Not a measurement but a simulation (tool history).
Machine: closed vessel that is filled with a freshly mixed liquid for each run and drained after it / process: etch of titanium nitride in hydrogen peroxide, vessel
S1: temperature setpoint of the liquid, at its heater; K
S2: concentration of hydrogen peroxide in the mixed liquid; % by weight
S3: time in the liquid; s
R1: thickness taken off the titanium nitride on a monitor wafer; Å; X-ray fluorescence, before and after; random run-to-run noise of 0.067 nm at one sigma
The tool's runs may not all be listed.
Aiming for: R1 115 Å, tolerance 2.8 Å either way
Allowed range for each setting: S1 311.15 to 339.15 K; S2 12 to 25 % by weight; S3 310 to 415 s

run 1 hour=0 | S1=327.15 S2=17 S3=415 | R1=196.43
run 2 hour=8 | S1=325.65 S2=17 S3=415 | R1=178.18
run 3 hour=10.9 | S1=325.65 S2=20 S3=415 | R1=183.66
run 4 hour=14.9 | S1=325.65 S2=20 S3=310 | R1=137.11
run 5 hour=21.8 | S1=329.15 S2=20 S3=310 | R1=175.52
run 6 hour=24.2 | S1=327.65 S2=20 S3=310 | R1=158.48
run 7 hour=26.2 | S1=326.65 S2=20 S3=310 | R1=148.47
run 8 hour=34.1 | S1=325.65 S2=20 S3=310 | R1=136.56
run 9 hour=39.5 | S1=325.15 S2=20 S3=310 | R1=133.93
run 10 hour=45.7 | S1=324.65 S2=20 S3=310 | R1=127.99
run 11 hour=52.8 | S1=324.15 S2=20 S3=310 | R1=124.05
run 12 hour=59.6 | S1=323.65 S2=20 S3=310 | R1=118.87

Which of these 5 next moves meets every target?
run A hour=66.4 | S1=320.65 S2=19.5 S3=405 | R1=?
run B hour=66.4 | S1=323.15 S2=22 S3=330 | R1=?
run C hour=66.4 | S1=323.65 S2=17.5 S3=340 | R1=?
run D hour=66.4 | S1=323.65 S2=17.5 S3=310 | R1=?
run E hour=66.4 | S1=323.15 S2=19 S3=335 | R1=?

move=A R1=124.17
move=B R1=124.56
move=C R1=126.69
move=D R1=115.51
move=E R1=122.53
A: its largest miss is bigger than the last run's
B: its largest miss is bigger than the last run's
C: its largest miss is bigger than the last run's
D: every result lands within tolerance
E: its largest miss is bigger than the last run's
Correct choice: D, which meets every target

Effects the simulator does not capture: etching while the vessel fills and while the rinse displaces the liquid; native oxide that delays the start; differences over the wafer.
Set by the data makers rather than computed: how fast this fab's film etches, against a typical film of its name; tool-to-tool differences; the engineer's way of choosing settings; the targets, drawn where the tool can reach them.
